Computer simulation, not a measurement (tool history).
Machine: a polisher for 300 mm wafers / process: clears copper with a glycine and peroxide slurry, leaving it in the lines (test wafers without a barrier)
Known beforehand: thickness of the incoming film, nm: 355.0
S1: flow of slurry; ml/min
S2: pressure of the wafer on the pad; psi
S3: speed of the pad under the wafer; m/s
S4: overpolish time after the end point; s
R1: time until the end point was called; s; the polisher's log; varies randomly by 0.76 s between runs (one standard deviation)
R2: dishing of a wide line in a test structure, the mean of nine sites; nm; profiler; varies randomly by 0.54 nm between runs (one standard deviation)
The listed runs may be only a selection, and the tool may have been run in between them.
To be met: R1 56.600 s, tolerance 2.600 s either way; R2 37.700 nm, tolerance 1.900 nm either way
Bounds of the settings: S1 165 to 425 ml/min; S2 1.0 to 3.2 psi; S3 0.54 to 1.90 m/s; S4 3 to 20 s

run  hour   S1   S2    S3  S4      R1      R2
  1   0.0  275  2.1  1.22  10  77.807  26.004
  2   6.5  275  2.2  1.22  10  76.413  26.969
  3  15.4  275  2.2  1.22  13  76.703  32.440
  4  22.4  325  2.2  1.22  13  76.049  32.383
  5  24.4  325  2.0  1.22  13  81.705  30.752
  6  26.9  325  2.1  1.22  13  78.873  31.545
  7  34.1  325  2.2  1.22  13  74.170  30.768
  8  37.8  325  2.3  1.24  13  71.956  31.608
  9  42.3  325  2.4  1.26  13  69.889  32.551
 10  48.9  325  2.4  1.26  13  68.019  34.412
 11  52.9  325  2.5  1.26  13  65.995  34.544

Next run, 4 choices. One meets every target within its allowed miss, the rest don't. Which?
  A  56.9  315  2.9  1.32  13   ?   ?
  B  56.9  375  2.1  1.28  15   ?   ?
  C  56.9  340  2.4  1.02  17   ?   ?
  D  56.9  330  2.2  1.28  14   ?   ?

move      R1      R2
   A  56.694  36.572
   B  75.631  34.384
   C  82.057  35.659
   D  73.325  33.615
A: every result within its allowed miss
B: its largest miss is bigger than the last run's
C: its largest miss is bigger than the last run's
D: its largest miss is bigger than the last run's
Move A is the one to make.

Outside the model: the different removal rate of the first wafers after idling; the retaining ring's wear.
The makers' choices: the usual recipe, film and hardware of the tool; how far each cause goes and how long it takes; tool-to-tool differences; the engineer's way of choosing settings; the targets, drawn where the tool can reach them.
